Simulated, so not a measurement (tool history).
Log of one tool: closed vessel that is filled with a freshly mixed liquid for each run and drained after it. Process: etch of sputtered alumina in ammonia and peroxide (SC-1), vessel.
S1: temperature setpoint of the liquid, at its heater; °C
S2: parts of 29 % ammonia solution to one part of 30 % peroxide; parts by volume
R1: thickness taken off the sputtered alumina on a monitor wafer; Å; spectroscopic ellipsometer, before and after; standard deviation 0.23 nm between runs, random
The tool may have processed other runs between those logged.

Run 1, hour 0.0: S1 59.0 °C, S2 0.55 parts by volume, time in the liquid (s) 565. Result: R1 500.99 Å.
Run 2, hour 8.4: S1 57.5 °C, S2 0.55 parts by volume, time in the liquid (s) 565. Result: R1 463.23 Å.
Run 3, hour 10.3: S1 57.5 °C, S2 0.55 parts by volume, time in the liquid (s) 600. Result: R1 494.96 Å.
Run 4, hour 18.3: S1 56.0 °C, S2 0.55 parts by volume, time in the liquid (s) 600. Result: R1 461.66 Å.
Run 5, hour 25.2: S1 55.0 °C, S2 0.55 parts by volume, time in the liquid (s) 600. Result: R1 439.43 Å.
Run 6, hour 32.0: S1 54.0 °C, S2 0.55 parts by volume, time in the liquid (s) 600. Result: R1 417.90 Å.
Run 7, hour 36.2: S1 53.0 °C, S2 0.55 parts by volume, time in the liquid (s) 600. Result: R1 389.40 Å.
Run 8, hour 42.1: S1 52.5 °C, S2 0.55 parts by volume, time in the liquid (s) 600. Result: R1 379.61 Å.
Run 9, hour 48.9: S1 52.0 °C, S2 0.55 parts by volume, time in the liquid (s) 600. Result: R1 372.20 Å.
Run 10, hour 57.9: S1 51.5 °C, S2 0.55 parts by volume, time in the liquid (s) 600. Result: R1 355.57 Å.
Run 11, hour 62.1: S1 51.5 °C, S2 0.55 parts by volume, time in the liquid (s) 600. Result: R1 358.22 Å.
Run 12, hour 65.1: S1 51.0 °C, S2 0.55 parts by volume, time in the liquid (s) 600. Result: R1 347.35 Å.

What will run 13 give?
Run 13, hour 70.0: S1 50.5 °C, S2 0.55 parts by volume, time in the liquid (s) 600. Result: R1 ?.

R1: 342.55 Å
